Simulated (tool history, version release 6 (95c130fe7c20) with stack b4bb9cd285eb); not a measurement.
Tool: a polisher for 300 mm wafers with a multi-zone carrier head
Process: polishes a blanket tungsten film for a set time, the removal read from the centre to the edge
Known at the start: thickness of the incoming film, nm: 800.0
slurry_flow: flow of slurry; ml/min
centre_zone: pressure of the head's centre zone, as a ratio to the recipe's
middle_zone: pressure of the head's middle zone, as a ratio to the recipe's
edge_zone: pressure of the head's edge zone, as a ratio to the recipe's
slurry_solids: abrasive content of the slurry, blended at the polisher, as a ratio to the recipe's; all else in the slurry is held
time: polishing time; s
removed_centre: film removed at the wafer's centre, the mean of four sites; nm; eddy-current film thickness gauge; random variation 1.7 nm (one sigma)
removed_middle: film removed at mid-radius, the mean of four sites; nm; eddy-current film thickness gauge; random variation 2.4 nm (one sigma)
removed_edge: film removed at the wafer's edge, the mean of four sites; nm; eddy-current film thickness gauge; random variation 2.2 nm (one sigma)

Run 1, hour 0.0: slurry_flow 150 ml/min, centre_zone 1.00, middle_zone 1.00, edge_zone 1.00, slurry_solids 1.00, time 38 s. Result: removed_centre 281.40 nm, removed_middle 278.89 nm, removed_edge 275.33 nm.
Run 2, hour 2.0: slurry_flow 145 ml/min, centre_zone 0.96, middle_zone 1.01, edge_zone 1.00, slurry_solids 0.90, time 35 s. Result: removed_centre 240.15 nm, removed_middle 259.38 nm, removed_edge 254.14 nm.
Run 3, hour 2.8: slurry_flow 145 ml/min, centre_zone 0.96, middle_zone 1.01, edge_zone 1.00, slurry_solids 0.80, time 35 s. Result: removed_centre 236.40 nm, removed_middle 248.56 nm, removed_edge 250.94 nm.
Run 4, hour 4.3: slurry_flow 145 ml/min, centre_zone 0.96, middle_zone 1.01, edge_zone 1.00, slurry_solids 0.80, time 42 s. Result: removed_centre 277.26 nm, removed_middle 297.15 nm, removed_edge 303.44 nm.
Run 5, hour 8.9: slurry_flow 145 ml/min, centre_zone 1.01, middle_zone 1.01, edge_zone 1.00, slurry_solids 0.80, time 42 s. Result: removed_centre 286.98 nm, removed_middle 297.92 nm, removed_edge 292.81 nm.
Run 6, hour 16.9: slurry_flow 140 ml/min, centre_zone 0.98, middle_zone 1.02, edge_zone 0.99, slurry_solids 0.75, time 38 s. Result: removed_centre 252.80 nm, removed_middle 263.04 nm, removed_edge 261.31 nm.
Run 7, hour 23.9: slurry_flow 135 ml/min, centre_zone 0.95, middle_zone 1.04, edge_zone 0.98, slurry_solids 0.70, time 35 s. Result: removed_centre 216.43 nm, removed_middle 247.95 nm, removed_edge 226.37 nm.

Run 8 comes next. What will it give?
Run 8, hour 25.7: slurry_flow 130 ml/min, centre_zone 0.92, middle_zone 1.03, edge_zone 0.98, slurry_solids 0.65, time 33 s. Result: removed_centre ?, removed_middle ?, removed_edge ?.

Run 8 gave removed_centre 195.74 nm, removed_middle 219.41 nm, removed_edge 213.14 nm.

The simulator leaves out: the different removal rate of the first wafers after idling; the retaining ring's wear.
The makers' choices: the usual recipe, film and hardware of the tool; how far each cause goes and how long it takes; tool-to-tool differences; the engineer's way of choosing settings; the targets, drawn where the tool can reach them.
